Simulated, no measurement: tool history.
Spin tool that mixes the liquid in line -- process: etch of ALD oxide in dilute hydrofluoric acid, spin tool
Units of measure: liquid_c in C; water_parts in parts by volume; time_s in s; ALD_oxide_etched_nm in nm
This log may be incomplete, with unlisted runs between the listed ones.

run 1 hour=0 | liquid_c=22 water_parts=80 time_s=260 | ALD_oxide_etched_nm=32.954
run 2 hour=5.6 | liquid_c=24 water_parts=80 time_s=260 | ALD_oxide_etched_nm=35.723
run 3 hour=6.2 | liquid_c=25 water_parts=70 time_s=260 | ALD_oxide_etched_nm=42.504
run 4 hour=10 | liquid_c=28.5 water_parts=70 time_s=260 | ALD_oxide_etched_nm=49.103
run 5 hour=17.6 | liquid_c=30 water_parts=70 time_s=260 | ALD_oxide_etched_nm=52.877
run 6 hour=23.2 | liquid_c=28.5 water_parts=70 time_s=260 | ALD_oxide_etched_nm=49.802
run 7 hour=29.4 | liquid_c=29 water_parts=60 time_s=260 | ALD_oxide_etched_nm=59.593
run 8 hour=33.3 | liquid_c=29 water_parts=55 time_s=260 | ALD_oxide_etched_nm=64.699

Run 9 has not been measured yet. What should we expect?
run 9 hour=35.9 | liquid_c=30 water_parts=25 time_s=260 | ALD_oxide_etched_nm=?

{"run 9": {"ALD_oxide_etched_nm": 154.82}}
